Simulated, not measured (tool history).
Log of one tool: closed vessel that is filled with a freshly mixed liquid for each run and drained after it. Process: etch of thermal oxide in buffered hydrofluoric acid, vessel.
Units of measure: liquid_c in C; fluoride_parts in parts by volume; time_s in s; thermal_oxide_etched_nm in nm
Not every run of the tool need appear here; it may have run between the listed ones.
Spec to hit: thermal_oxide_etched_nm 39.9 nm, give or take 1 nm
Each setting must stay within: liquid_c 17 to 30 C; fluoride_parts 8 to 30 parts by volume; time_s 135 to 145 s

| run | hour | liquid_c | fluoride_parts | time_s | thermal_oxide_etched_nm |
|---|---|---|---|---|---|
| 1 | 0 | 22 | 22.5 | 135 | 60.165 |
| 2 | 3.2 | 22 | 19 | 135 | 68.032 |
| 3 | 11.7 | 22 | 19 | 145 | 73.515 |
| 4 | 19.4 | 20.5 | 22 | 145 | 60.345 |
| 5 | 24.7 | 20.5 | 22 | 135 | 56.182 |
| 6 | 32 | 19.5 | 23 | 135 | 50.567 |
| 7 | 36.6 | 19 | 23.5 | 135 | 49.112 |
| 8 | 45 | 18.5 | 24.5 | 135 | 45.921 |
| 9 | 46.4 | 18.5 | 24.5 | 135 | 46.436 |
| 10 | 52.8 | 18 | 25 | 135 | 44.296 |

Exercise: of the 4 proposed moves below, exactly one satisfies all targets within the stated allowed misses. Which move is it?
| A | 59.2 | 17.5 | 29.5 | 140 | ? |
| B | 59.2 | 17.5 | 22 | 140 | ? |
| C | 59.2 | 20 | 27 | 140 | ? |
| D | 59.2 | 19 | 24.5 | 145 | ? |

| move | thermal_oxide_etched_nm |
|---|---|
| A | 39.526 |
| B | 48.44 |
| C | 48.501 |
| D | 50.754 |
A: hits every target within its allowed miss
B: misses by more than the last run did
C: misses by more than the last run did
D: misses by more than the last run did
Answer: A

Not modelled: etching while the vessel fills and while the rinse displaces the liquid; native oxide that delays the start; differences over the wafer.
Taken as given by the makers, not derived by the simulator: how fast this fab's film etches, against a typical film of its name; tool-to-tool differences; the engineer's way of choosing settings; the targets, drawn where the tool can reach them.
